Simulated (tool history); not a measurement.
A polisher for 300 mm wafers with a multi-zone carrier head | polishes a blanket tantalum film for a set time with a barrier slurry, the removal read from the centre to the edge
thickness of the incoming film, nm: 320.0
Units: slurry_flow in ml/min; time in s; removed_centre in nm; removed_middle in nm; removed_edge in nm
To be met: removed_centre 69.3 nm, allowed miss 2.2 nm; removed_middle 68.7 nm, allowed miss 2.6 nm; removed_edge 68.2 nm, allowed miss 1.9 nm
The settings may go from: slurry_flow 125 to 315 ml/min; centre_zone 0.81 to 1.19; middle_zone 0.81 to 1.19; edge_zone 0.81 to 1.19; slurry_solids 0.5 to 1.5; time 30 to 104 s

{"run": 1, "hour": 0.0, "slurry_flow": 205, "centre_zone": 1, "middle_zone": 1, "edge_zone": 1, "slurry_solids": 1, "time": 67, "removed_centre": 134.63, "removed_middle": 130.7, "removed_edge": 129.69}
{"run": 2, "hour": 1.9, "slurry_flow": 205, "centre_zone": 1, "middle_zone": 1, "edge_zone": 1, "slurry_solids": 1, "time": 51, "removed_centre": 99.933, "removed_middle": 100.33, "removed_edge": 97.23}
{"run": 3, "hour": 8.2, "slurry_flow": 200, "centre_zone": 0.98, "middle_zone": 0.97, "edge_zone": 0.96, "slurry_solids": 0.85, "time": 49, "removed_centre": 89.981, "removed_middle": 88.178, "removed_edge": 85.569}
{"run": 4, "hour": 12.9, "slurry_flow": 200, "centre_zone": 0.98, "middle_zone": 0.97, "edge_zone": 0.96, "slurry_solids": 1, "time": 49, "removed_centre": 95.654, "removed_middle": 92.327, "removed_edge": 93.589}
{"run": 5, "hour": 18.5, "slurry_flow": 160, "centre_zone": 0.98, "middle_zone": 0.97, "edge_zone": 0.96, "slurry_solids": 1, "time": 49, "removed_centre": 92.948, "removed_middle": 91.408, "removed_edge": 90.448}
{"run": 6, "hour": 27.3, "slurry_flow": 155, "centre_zone": 0.95, "middle_zone": 0.94, "edge_zone": 0.93, "slurry_solids": 0.85, "time": 49, "removed_centre": 82.84, "removed_middle": 83.535, "removed_edge": 82.973}
{"run": 7, "hour": 34.7, "slurry_flow": 155, "centre_zone": 0.94, "middle_zone": 0.92, "edge_zone": 0.91, "slurry_solids": 0.75, "time": 49, "removed_centre": 78.157, "removed_middle": 76.894, "removed_edge": 78.729}
{"run": 8, "hour": 42.9, "slurry_flow": 155, "centre_zone": 0.94, "middle_zone": 0.92, "edge_zone": 0.89, "slurry_solids": 0.7, "time": 49, "removed_centre": 75.068, "removed_middle": 74.246, "removed_edge": 74.829}
{"run": 9, "hour": 49.8, "slurry_flow": 155, "centre_zone": 0.94, "middle_zone": 0.92, "edge_zone": 0.87, "slurry_solids": 0.7, "time": 49, "removed_centre": 76.384, "removed_middle": 75.357, "removed_edge": 74.575}
{"run": 10, "hour": 53.1, "slurry_flow": 155, "centre_zone": 0.93, "middle_zone": 0.91, "edge_zone": 0.86, "slurry_solids": 0.65, "time": 49, "removed_centre": 72.419, "removed_middle": 72.214, "removed_edge": 70.596}
{"run": 11, "hour": 56.5, "slurry_flow": 155, "centre_zone": 0.92, "middle_zone": 0.9, "edge_zone": 0.85, "slurry_solids": 0.65, "time": 49, "removed_centre": 71.338, "removed_middle": 69.2, "removed_edge": 70.158}

4 next moves are on the table. One of them brings every result within its allowed miss. Which?
{"run": "A", "hour": 59.9, "slurry_flow": 130, "centre_zone": 0.92, "middle_zone": 1, "edge_zone": 0.84, "slurry_solids": 0.6, "time": 51, "removed_centre": "?", "removed_middle": "?", "removed_edge": "?"}
{"run": "B", "hour": 59.9, "slurry_flow": 145, "centre_zone": 0.96, "middle_zone": 0.95, "edge_zone": 0.93, "slurry_solids": 0.55, "time": 51, "removed_centre": "?", "removed_middle": "?", "removed_edge": "?"}
{"run": "C", "hour": 59.9, "slurry_flow": 195, "centre_zone": 1, "middle_zone": 0.93, "edge_zone": 0.87, "slurry_solids": 0.6, "time": 48, "removed_centre": "?", "removed_middle": "?", "removed_edge": "?"}
{"run": "D", "hour": 59.9, "slurry_flow": 160, "centre_zone": 1, "middle_zone": 0.93, "edge_zone": 0.81, "slurry_solids": 0.6, "time": 49, "removed_centre": "?", "removed_middle": "?", "removed_edge": "?"}

move=A removed_centre=68.51 removed_middle=74.032 removed_edge=67.862
move=B removed_centre=68.434 removed_middle=67.737 removed_edge=67.708
move=C removed_centre=74.002 removed_middle=68.772 removed_edge=67.263
move=D removed_centre=73.657 removed_middle=68.641 removed_edge=65.43
A: brings the result that was furthest off to its target, and leaves another outside
B: meets every target
C: brings the result that was furthest off to its target, and leaves another outside
D: takes the result that was furthest off past its target
Answer: B
